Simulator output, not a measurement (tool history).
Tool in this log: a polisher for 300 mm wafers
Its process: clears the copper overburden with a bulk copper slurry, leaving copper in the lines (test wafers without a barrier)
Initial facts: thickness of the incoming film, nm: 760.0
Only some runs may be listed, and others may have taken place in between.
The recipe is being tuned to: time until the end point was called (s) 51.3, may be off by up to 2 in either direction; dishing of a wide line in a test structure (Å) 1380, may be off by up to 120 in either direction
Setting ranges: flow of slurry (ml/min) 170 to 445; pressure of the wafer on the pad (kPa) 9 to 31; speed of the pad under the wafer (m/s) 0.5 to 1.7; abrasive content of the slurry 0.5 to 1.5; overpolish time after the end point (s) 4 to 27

run	hour	flow of slurry (ml/min)	pressure of the wafer on the pad (kPa)	speed of the pad under the wafer (m/s)	abrasive content of the slurry	overpolish time after the end point (s)	time until the end point was called (s)	dishing of a wide line in a test structure (Å)
1	0	285	20	1.1	1	14	65.592	920.35
2	4.2	285	20.7	1.1	1	15	61.875	975.71
3	10.3	285	20.7	1.1	1	13	62.645	858.14
4	13.5	285	21.4	1.1	1	14	59.365	934.72
5	17.8	285	18.6	1.1	1	14	69.455	868.79
6	23	285	19.3	1.1	1	15	66.907	941.74
7	30.1	285	20	1.1	1	16	64.866	987.64
8	35.4	285	20.7	1.1	1	17	63.561	1095.1
9	39	285	21.4	1.1	1	17	60.276	1074.2
10	41.8	285	22.1	1.1	1	18	58.304	1151
11	49.7	285	22.8	1.1	1	18	56.339	1176.9
12	52.4	285	23.4	1.1	1	19	55.588	1179.6
13	56.4	285	23.4	1.1	1	20	55.536	1231.4

5 next moves are on the table. One of them brings every result within its allowed miss. Which?
A	60.4	280	22.8	1.18	1.15	24	?	?
B	60.4	285	21.4	1.2	0.85	16	?	?
C	60.4	255	21.4	1.22	1.25	17	?	?
D	60.4	335	24.8	0.96	1.15	17	?	?
E	60.4	265	21.4	1.18	1.05	19	?	?

move	time until the end point was called (s)	dishing of a wide line in a test structure (Å)
A	51.382	1384.3
B	58.436	1056.5
C	52.197	1161.2
D	56.676	1142.6
E	56.346	1181.8
A: in spec on every target
B: the biggest miss grows against the last run
C: the worst result of the last run now meets its target, but another is out of spec
D: the biggest miss grows against the last run
E: the biggest miss grows against the last run
So the answer is move A, the one that meets all the targets.

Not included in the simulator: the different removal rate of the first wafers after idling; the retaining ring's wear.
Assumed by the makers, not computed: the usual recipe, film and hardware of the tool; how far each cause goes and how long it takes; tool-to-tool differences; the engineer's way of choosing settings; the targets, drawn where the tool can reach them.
